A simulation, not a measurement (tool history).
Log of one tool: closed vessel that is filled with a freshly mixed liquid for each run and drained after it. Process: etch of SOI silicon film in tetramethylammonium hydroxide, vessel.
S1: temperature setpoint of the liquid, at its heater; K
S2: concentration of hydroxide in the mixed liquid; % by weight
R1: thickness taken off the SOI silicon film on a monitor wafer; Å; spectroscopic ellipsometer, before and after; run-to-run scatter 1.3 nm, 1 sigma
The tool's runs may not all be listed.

{"run": 1, "hour": 0.0, "S1": 336.15, "S2": 15, "time in the liquid (s)": 100, "R1": 3702.4}
{"run": 2, "hour": 0.7, "S1": 336.15, "S2": 15, "time in the liquid (s)": 105, "R1": 3883.8}
{"run": 3, "hour": 4.4, "S1": 336.15, "S2": 17, "time in the liquid (s)": 105, "R1": 3707.9}
{"run": 4, "hour": 7.5, "S1": 340.15, "S2": 17, "time in the liquid (s)": 105, "R1": 4700.4}
{"run": 5, "hour": 13.4, "S1": 336.65, "S2": 17, "time in the liquid (s)": 105, "R1": 3845.8}
{"run": 6, "hour": 16.5, "S1": 334.15, "S2": 17, "time in the liquid (s)": 105, "R1": 3294.4}
{"run": 7, "hour": 18.8, "S1": 332.15, "S2": 17, "time in the liquid (s)": 105, "R1": 2930.3}
{"run": 8, "hour": 24.3, "S1": 330.65, "S2": 17, "time in the liquid (s)": 105, "R1": 2625.0}
{"run": 9, "hour": 26.1, "S1": 329.65, "S2": 17, "time in the liquid (s)": 105, "R1": 2457.2}

Expected results for the next run?
{"run": 10, "hour": 27.9, "S1": 329.15, "S2": 17, "time in the liquid (s)": 105, "R1": "?"}

R1: 2382.6 Å

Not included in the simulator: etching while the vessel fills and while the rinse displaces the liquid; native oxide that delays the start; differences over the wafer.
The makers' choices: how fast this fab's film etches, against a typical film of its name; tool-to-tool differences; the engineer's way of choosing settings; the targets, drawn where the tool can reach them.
